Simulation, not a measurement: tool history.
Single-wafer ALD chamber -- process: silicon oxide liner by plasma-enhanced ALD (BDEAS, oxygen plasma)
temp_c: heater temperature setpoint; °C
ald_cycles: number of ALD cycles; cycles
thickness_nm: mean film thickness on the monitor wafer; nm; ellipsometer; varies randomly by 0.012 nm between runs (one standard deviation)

run	day	temp_c	ald_cycles	thickness_nm
1	0	320	23	2.0998
2	0.062	320	21	1.9052
3	0.246	320	18	1.6247
4	0.396	319	20	1.8051
5	0.492	309	20	1.8472
6	0.862	309	19	1.7512
7	1.088	308	21	1.9299
8	1.158	308	22	2.0407
9	1.388	307	23	2.1296

Run 10 has not been measured yet. What should we expect?
10	1.483	307	24	?

Logged for run 10: thickness_nm 2.2045 nm.
